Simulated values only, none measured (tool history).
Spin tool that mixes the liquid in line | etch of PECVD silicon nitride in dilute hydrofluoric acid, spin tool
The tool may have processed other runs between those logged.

run    day  temperature setpoint of the liquid (C)  parts of water to one part of 49 % hydrofluoric acid (parts by volume)  time under the liquid (s)  thickness taken off the PECVD silicon nitride on a monitor wafer (Å)
  1  0.000                                    24.0                                                                     195                         50                                                                13.617
  2  0.296                                    24.0                                                                     125                         50                                                                21.293
  3  0.512                                    22.5                                                                     130                         50                                                                18.657
  4  0.617                                    22.5                                                                     130                         50                                                                18.620
  5  0.717                                    22.5                                                                      90                         50                                                                26.618
  6  0.946                                    22.5                                                                     120                         50                                                                19.990
  7  1.258                                    21.0                                                                     125                         50                                                                17.414

For run 8, what comes out?
  8  1.562                                    20.0                                                                     130                         50                                                                     ?

thickness taken off the PECVD silicon nitride on a monitor wafer (Å): 15.721

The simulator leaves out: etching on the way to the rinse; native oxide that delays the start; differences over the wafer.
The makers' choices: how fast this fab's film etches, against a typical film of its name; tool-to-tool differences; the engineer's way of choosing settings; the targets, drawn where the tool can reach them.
